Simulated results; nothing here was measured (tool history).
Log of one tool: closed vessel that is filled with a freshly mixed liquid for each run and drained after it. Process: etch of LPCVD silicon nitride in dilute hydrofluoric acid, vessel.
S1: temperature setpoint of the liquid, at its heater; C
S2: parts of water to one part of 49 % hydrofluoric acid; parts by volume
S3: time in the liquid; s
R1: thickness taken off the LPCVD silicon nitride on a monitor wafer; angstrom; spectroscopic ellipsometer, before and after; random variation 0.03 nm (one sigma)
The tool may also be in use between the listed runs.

run 1 hour=0 | S1=26 S2=200 S3=2955 | R1=86.388
run 2 hour=6.2 | S1=26 S2=200 S3=3160 | R1=91.61
run 3 hour=9.7 | S1=26 S2=260 S3=3160 | R1=70.107
run 4 hour=17 | S1=24.5 S2=260 S3=3160 | R1=64.518
run 5 hour=21.4 | S1=23.5 S2=260 S3=3160 | R1=61.397
run 6 hour=24.8 | S1=23.5 S2=260 S3=2955 | R1=56.805

The next listed run, before its measurement:
run 7 hour=28 | S1=23 S2=260 S3=2955 | R1=?

R1: 55.139 angstrom
